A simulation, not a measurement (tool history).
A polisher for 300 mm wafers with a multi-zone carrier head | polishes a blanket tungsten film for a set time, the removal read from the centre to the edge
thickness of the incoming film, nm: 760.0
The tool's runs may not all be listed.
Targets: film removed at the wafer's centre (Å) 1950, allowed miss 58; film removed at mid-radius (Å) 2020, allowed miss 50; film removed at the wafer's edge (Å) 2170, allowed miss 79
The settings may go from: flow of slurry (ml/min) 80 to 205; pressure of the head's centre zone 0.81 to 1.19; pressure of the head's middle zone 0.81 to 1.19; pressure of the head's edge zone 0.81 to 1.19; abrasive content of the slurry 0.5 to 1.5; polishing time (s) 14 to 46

run  hour  flow of slurry (ml/min)  pressure of the head's centre zone  pressure of the head's middle zone  pressure of the head's edge zone  abrasive content of the slurry  polishing time (s)  film removed at the wafer's centre (Å)  film removed at mid-radius (Å)  film removed at the wafer's edge (Å)
  1     0                      135                                   1                                   1                                 1                               1                  30                                  1376.7                            1331                                1361.4
  2   3.9                      135                                   1                                0.97                                 1                               1                  30                                    1400                          1294.8                                1342.1
  3   9.4                      135                                   1                                0.98                              1.03                            1.05                  31                                  1442.5                          1381.4                                1450.9
  4  10.3                      150                                   1                                0.98                              1.03                            1.05                  31                                  1468.5                            1392                                1443.7
  5  15.3                      150                                   1                                0.98                              1.03                             1.2                  31                                  1520.2                          1447.6                                1518.2
  6  17.3                      150                                1.04                                0.98                              1.03                             1.2                  31                                  1548.6                          1447.4                                1530.2
  7  24.4                      150                                1.05                                   1                              1.05                            1.25                  32                                  1660.1                          1534.8                                1611.4
  8  32.6                      150                                1.04                                1.01                              1.07                             1.3                  33                                  1706.1                          1638.1                                1667.7
  9  33.3                      155                                1.02                                   1                              1.09                            1.35                  34                                    1735                          1667.8                                1767.1
 10  37.1                      155                                1.01                                   1                               1.1                            1.35                  35                                  1793.3                          1711.7                                1818.4
 11  43.9                      155                                   1                                   1                              1.11                            1.35                  36                                  1872.2                          1765.2                                1880.1
 12  49.7                      185                                 0.9                                1.03                              1.19                             1.5                  38                                  1880.3                          2059.4                                2116.3
 13  50.6                      185                                 0.9                                1.02                              1.19                             1.5                  38                                  1844.8                          2014.2                                2100.8

4 next moves are on the table. One of them brings every result within its allowed miss. Which?
  A  51.5                      160                                0.87                                0.88                              1.19                             1.5                  42                                       ?                               ?                                     ?
  B  51.5                      185                                0.86                                0.95                              1.19                            1.45                  39                                       ?                               ?                                     ?
  C  51.5                      190                                0.92                                0.94                              1.19                            1.35                  40                                       ?                               ?                                     ?
  D  51.5                      145                                0.92                                   1                              1.16                            1.45                  41                                       ?                               ?                                     ?

move  film removed at the wafer's centre (Å)  film removed at mid-radius (Å)  film removed at the wafer's edge (Å)
   A                                  1963.4                          1918.1                                2324.9
   B                                  1834.7                          1922.3                                2171.4
   C                                  1961.1                          1925.6                                2193.1
   D                                  1956.5                          2033.4                                  2201
A: brings the result that was furthest off to its target, and leaves another outside
B: further off than the last run
C: brings the result that was furthest off to its target, and leaves another outside
D: meets every target
Answer: D

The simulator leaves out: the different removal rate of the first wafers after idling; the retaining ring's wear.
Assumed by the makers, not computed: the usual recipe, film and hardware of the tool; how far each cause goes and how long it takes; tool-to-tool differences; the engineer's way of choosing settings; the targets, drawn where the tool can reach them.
